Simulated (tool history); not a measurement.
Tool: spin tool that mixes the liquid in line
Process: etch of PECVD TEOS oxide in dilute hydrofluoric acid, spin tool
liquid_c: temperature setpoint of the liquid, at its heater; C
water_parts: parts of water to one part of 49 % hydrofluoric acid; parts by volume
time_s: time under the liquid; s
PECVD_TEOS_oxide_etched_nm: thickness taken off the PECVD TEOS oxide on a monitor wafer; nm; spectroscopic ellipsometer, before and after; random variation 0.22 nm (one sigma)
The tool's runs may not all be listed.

run	hour	liquid_c	water_parts	time_s	PECVD_TEOS_oxide_etched_nm
1	0	24	215	105	10.83
2	1	25.5	215	105	11.239
3	4.5	27.5	215	105	12.304
4	8.2	27.5	215	105	12.268
5	13.1	29	215	105	12.77
6	13.8	30.5	215	105	13.3

Run 7 comes next. What will it give?
7	19.3	31	185	105	?

PECVD_TEOS_oxide_etched_nm: 16.769 nm
